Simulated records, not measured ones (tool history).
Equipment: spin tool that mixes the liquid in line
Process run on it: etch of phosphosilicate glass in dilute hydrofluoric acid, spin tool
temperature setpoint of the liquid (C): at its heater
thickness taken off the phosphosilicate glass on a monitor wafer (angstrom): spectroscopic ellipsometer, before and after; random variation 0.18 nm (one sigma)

run  hour  temperature setpoint of the liquid (C)  parts of water to one part of 49 % hydrofluoric acid (parts by volume)  time under the liquid (s)  thickness taken off the phosphosilicate glass on a monitor wafer (angstrom)
  1   0.0                                    23.0                                                                     225                        270                                                                       647.48
  2   3.3                                    23.0                                                                     180                        270                                                                       839.74
  3   7.6                                    23.0                                                                     120                        270                                                                      1356.80
  4  10.5                                    22.5                                                                     140                        270                                                                      1113.30
  5  18.8                                    22.5                                                                     140                        270                                                                      1108.50
  6  27.4                                    19.0                                                                     140                        270                                                                       958.71
  7  31.0                                    19.0                                                                     155                        270                                                                       853.52
  8  38.9                                    19.0                                                                     165                        270                                                                       795.00

Predict the results of run 9:
  9  40.4                                    19.0                                                                     175                        270                                                                            ?

{"run 9": {"thickness taken off the phosphosilicate glass on a monitor wafer (angstrom)": 746.0}}
